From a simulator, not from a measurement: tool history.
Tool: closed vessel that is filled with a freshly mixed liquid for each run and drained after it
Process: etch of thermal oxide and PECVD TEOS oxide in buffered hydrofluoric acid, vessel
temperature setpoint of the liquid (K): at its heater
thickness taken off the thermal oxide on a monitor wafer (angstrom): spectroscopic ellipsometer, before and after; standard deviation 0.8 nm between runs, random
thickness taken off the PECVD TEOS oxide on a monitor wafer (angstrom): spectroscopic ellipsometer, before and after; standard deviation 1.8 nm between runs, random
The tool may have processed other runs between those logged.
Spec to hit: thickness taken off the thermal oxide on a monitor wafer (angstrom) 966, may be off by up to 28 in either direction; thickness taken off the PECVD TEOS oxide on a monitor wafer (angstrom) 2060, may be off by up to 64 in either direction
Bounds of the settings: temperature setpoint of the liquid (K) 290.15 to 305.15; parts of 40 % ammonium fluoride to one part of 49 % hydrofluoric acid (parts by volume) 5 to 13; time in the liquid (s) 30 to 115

run  hour  temperature setpoint of the liquid (K)  parts of 40 % ammonium fluoride to one part of 49 % hydrofluoric acid (parts by volume)  time in the liquid (s)  thickness taken off the thermal oxide on a monitor wafer (angstrom)  thickness taken off the PECVD TEOS oxide on a monitor wafer (angstrom)
  1     0                                  298.15                                                                                        8                      60                                                               826.15                                                                  1762.4
  2     2                                  298.15                                                                                        8                      35                                                               485.63                                                                    1030
  3     5                                  294.65                                                                                        8                      35                                                                407.4                                                                  847.84
  4  14.2                                  295.65                                                                                      7.5                      35                                                               454.65                                                                  956.19
  5  22.4                                  295.65                                                                                      7.5                      30                                                               389.75                                                                  839.47
  6  23.6                                  295.65                                                                                      9.5                      30                                                               309.87                                                                  649.33
  7  30.6                                  296.65                                                                                        9                      30                                                               331.71                                                                  711.04
  8  31.7                                  300.65                                                                                      6.5                      60                                                               1177.5                                                                  2478.2
  9  32.9                                  300.65                                                                                      6.5                      60                                                               1176.5                                                                  2510.9
 10  36.3                                  300.15                                                                                      6.5                      60                                                               1136.9                                                                  2444.7
 11  40.4                                  299.65                                                                                      6.5                      60                                                               1122.5                                                                  2342.4
 12  44.3                                  298.65                                                                                      6.5                      60                                                               1064.3                                                                  2219.4
 13  46.9                                  298.15                                                                                      6.5                      60                                                               1013.8                                                                  2207.8

4 next moves are on the table. One of them brings every result within its allowed miss. Which?
  A  49.5                                  297.15                                                                                        6                      60                                                                    ?                                                                       ?
  B  49.5                                  298.65                                                                                      6.5                      55                                                                    ?                                                                       ?
  C  49.5                                  298.65                                                                                        7                      55                                                                    ?                                                                       ?
  D  49.5                                  290.15                                                                                        5                      75                                                                    ?                                                                       ?

move  thickness taken off the thermal oxide on a monitor wafer (angstrom)  thickness taken off the PECVD TEOS oxide on a monitor wafer (angstrom)
   A                                                               1046.9                                                                  2192.9
   B                                                               971.19                                                                  2034.4
   C                                                               910.72                                                                  1907.8
   D                                                               1034.2                                                                  2166.5
A: the biggest miss grows against the last run
B: meets every target
C: moves the result that the last run missed by most past its target, out the other side
D: the biggest miss grows against the last run
Answer: B
